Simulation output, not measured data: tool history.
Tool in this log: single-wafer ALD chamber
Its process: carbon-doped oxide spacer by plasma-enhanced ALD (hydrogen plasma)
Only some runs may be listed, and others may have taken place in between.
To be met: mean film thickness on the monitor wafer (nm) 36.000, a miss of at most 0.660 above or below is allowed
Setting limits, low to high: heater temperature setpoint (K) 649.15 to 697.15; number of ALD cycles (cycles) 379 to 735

run  hour  heater temperature setpoint (K)  number of ALD cycles (cycles)  mean film thickness on the monitor wafer (nm)
  1   0.0                           673.15                            557                                         29.343
  2   4.8                           672.15                            584                                         30.613
  3  12.5                           672.15                            504                                         26.231
  4  21.4                           663.15                            504                                         26.277
  5  28.7                           663.15                            446                                         23.210
  6  29.8                           663.15                            515                                         26.770
  7  33.3                           663.15                            551                                         28.705
  8  39.2                           663.15                            579                                         30.128
  9  46.3                           663.15                            602                                         31.434

Which of these 4 next moves meets every target?
  A  53.4                           657.15                            637                                              ?
  B  53.4                           664.15                            685                                              ?
  C  53.4                           671.15                            515                                              ?
  D  53.4                           673.15                            708                                              ?

move  mean film thickness on the monitor wafer (nm)
   A                                         33.218
   B                                         35.721
   C                                         26.856
   D                                         36.920
A: better than the last run, though not everything is in spec
B: every result within its allowed miss
C: misses by more than the last run did
D: pushes the last run's worst result past its target
So the answer is move B, the one that meets all the targets.

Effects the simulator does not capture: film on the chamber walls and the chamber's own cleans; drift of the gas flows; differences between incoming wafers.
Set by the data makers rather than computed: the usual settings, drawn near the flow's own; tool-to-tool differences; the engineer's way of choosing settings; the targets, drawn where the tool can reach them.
